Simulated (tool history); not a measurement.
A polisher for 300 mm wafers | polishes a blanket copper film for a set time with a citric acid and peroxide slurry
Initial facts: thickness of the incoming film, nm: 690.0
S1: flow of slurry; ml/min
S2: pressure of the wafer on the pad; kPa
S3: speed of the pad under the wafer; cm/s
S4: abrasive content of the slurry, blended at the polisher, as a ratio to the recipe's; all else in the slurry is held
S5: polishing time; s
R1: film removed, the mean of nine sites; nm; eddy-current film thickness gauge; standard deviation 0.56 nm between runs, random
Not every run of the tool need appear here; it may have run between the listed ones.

run  hour   S1    S2   S3    S4  S5      R1
  1     0  255  13.8  108     1  67  113.72
  2   7.2  255  13.8  108   1.2  67  119.03
  3  13.2  255  13.8  108   1.1  67  116.36
  4  16.1  255  13.8  108  0.95  67  113.74
  5    23  250  12.4   98  0.95  67  92.224
  6  30.7  250  12.4   98   1.1  67  97.598

What will run 7 give?
  7    32  225  8.3  68  0.9  67   ?

Logged for run 7: R1 46.28 nm.
